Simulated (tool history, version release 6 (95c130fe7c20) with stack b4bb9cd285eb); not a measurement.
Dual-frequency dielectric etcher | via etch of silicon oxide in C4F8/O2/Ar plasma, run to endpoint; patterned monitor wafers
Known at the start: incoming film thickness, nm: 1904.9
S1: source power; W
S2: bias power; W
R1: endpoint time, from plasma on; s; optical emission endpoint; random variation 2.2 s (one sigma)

run,day,S1,S2,R1
1,0.000,1440,2088,383.06
2,0.042,1440,1927,386.01
3,0.308,1610,1927,373.29
4,0.379,1610,1712,391.05
5,0.612,1410,1712,405.47
6,0.838,1220,1712,425.85
7,0.917,1220,1712,428.37
8,1.250,1280,1737,416.87
9,1.388,1340,1763,405.91
10,1.767,1390,1787,405.52
11,2.104,1390,1787,405.54
12,2.221,1440,1808,396.98
13,2.354,1480,1826,390.82
14,2.512,1510,1840,395.20
15,2.604,1550,1875,383.54
16,2.771,1580,1888,380.29
17,2.808,1610,1900,373.40
18,2.904,1630,1906,373.90

The next listed run, before its measurement:
# day 2.950: wet clean of the chamber
19,2.950,1630,1906,?

{"run 19": {"R1": 383.63}}

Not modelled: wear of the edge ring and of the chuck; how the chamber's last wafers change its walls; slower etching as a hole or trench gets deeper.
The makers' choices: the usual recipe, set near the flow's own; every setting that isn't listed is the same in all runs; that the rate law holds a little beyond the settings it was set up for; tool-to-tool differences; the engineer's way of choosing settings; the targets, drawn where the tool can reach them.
